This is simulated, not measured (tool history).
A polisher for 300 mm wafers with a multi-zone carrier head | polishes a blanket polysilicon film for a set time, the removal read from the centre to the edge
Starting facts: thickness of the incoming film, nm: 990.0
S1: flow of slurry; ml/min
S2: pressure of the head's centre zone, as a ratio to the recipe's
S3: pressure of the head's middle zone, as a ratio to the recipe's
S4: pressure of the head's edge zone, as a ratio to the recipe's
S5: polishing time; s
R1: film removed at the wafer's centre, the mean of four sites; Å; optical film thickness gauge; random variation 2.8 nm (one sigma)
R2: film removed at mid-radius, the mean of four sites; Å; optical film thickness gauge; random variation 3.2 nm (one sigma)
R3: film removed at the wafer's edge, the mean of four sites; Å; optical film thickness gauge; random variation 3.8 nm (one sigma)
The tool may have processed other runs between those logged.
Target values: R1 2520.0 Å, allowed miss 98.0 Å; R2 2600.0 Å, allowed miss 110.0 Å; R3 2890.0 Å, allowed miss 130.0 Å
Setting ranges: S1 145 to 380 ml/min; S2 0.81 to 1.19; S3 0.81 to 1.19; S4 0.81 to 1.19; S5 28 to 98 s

run 1 hour=0.0 | S1=245 S2=1.00 S3=1.00 S4=1.00 S5=63 | R1=3390.5 R2=3305.4 R3=3226.7
run 2 hour=1.4 | S1=245 S2=1.00 S3=1.00 S4=1.00 S5=76 | R1=4134.1 R2=4009.6 R3=3920.8
run 3 hour=5.3 | S1=245 S2=1.00 S3=1.00 S4=0.94 S5=76 | R1=3911.7 R2=4059.2 R3=3815.8
run 4 hour=8.2 | S1=245 S2=1.05 S3=1.00 S4=0.94 S5=76 | R1=4102.3 R2=3955.5 R3=3827.8
run 5 hour=16.8 | S1=245 S2=1.05 S3=1.00 S4=0.94 S5=69 | R1=3754.4 R2=3600.1 R3=3429.2
run 6 hour=24.7 | S1=195 S2=1.05 S3=1.00 S4=0.94 S5=69 | R1=3591.2 R2=3540.2 R3=3338.1
run 7 hour=25.9 | S1=190 S2=1.01 S3=0.97 S4=0.95 S5=67 | R1=3370.4 R2=3268.6 R3=3308.3
run 8 hour=26.7 | S1=185 S2=0.99 S3=0.96 S4=0.94 S5=65 | R1=3235.4 R2=3193.9 R3=3180.0
run 9 hour=29.1 | S1=180 S2=0.96 S3=0.94 S4=0.94 S5=64 | R1=3109.9 R2=3099.9 R3=3093.1
run 10 hour=31.5 | S1=175 S2=0.93 S3=0.93 S4=0.96 S5=63 | R1=3032.8 R2=3106.6 R3=3023.6
run 11 hour=39.4 | S1=170 S2=0.91 S3=0.91 S4=0.98 S5=62 | R1=2958.7 R2=2905.1 R3=3036.1

Which single option among these 5 for the next run brings every result within its allowed miss of target? Just one does.
run A hour=47.3 | S1=185 S2=1.01 S3=0.87 S4=1.09 S5=56 | R1=? R2=? R3=?
run B hour=47.3 | S1=145 S2=0.81 S3=0.90 S4=1.13 S5=63 | R1=? R2=? R3=?
run C hour=47.3 | S1=170 S2=0.95 S3=0.86 S4=1.03 S5=58 | R1=? R2=? R3=?
run D hour=47.3 | S1=150 S2=0.82 S3=0.87 S4=1.04 S5=63 | R1=? R2=? R3=?
run E hour=47.3 | S1=150 S2=0.85 S3=0.93 S4=1.09 S5=57 | R1=? R2=? R3=?

move=A R1=2826.2 R2=2591.2 R3=2933.0
move=B R1=2672.2 R2=2820.3 R3=3236.8
move=C R1=2780.1 R2=2625.1 R3=2919.1
move=D R1=2713.3 R2=2792.6 R3=3123.5
move=E R1=2500.4 R2=2619.0 R3=2891.4
A: nearer the targets than the last run, but a result is still out of spec
B: nearer the targets than the last run, but a result is still out of spec
C: nearer the targets than the last run, but a result is still out of spec
D: nearer the targets than the last run, but a result is still out of spec
E: in spec on every target
So the answer is move E, the one that meets all the targets.
